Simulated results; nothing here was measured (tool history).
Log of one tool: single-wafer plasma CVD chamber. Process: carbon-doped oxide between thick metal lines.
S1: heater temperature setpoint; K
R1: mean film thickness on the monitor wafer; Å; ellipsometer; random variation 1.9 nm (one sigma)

run 1 day=0 | S1=613.15 chamber_pressure_(mTorr)=6330 RF_power_(kW)=0.615 deposition_time_(s)=73.4 | R1=4090.9
run 2 day=0.133 | S1=613.15 chamber_pressure_(mTorr)=6330 RF_power_(kW)=0.56 deposition_time_(s)=73.4 | R1=3843.1
run 3 day=0.471 | S1=615.15 chamber_pressure_(mTorr)=6150 RF_power_(kW)=0.55 deposition_time_(s)=73.3 | R1=3773.3
run 4 day=0.521 | S1=615.15 chamber_pressure_(mTorr)=7110 RF_power_(kW)=0.55 deposition_time_(s)=73.3 | R1=3829.3
run 5 day=0.579 | S1=617.15 chamber_pressure_(mTorr)=6950 RF_power_(kW)=0.54 deposition_time_(s)=73.2 | R1=3753.8
run 6 day=0.783 | S1=617.15 chamber_pressure_(mTorr)=6950 RF_power_(kW)=0.45 deposition_time_(s)=73.2 | R1=3224.2

Forecast run 7:
run 7 day=0.854 | S1=615.15 chamber_pressure_(mTorr)=7140 RF_power_(kW)=0.455 deposition_time_(s)=73.2 | R1=?

R1: 3268.2 Å
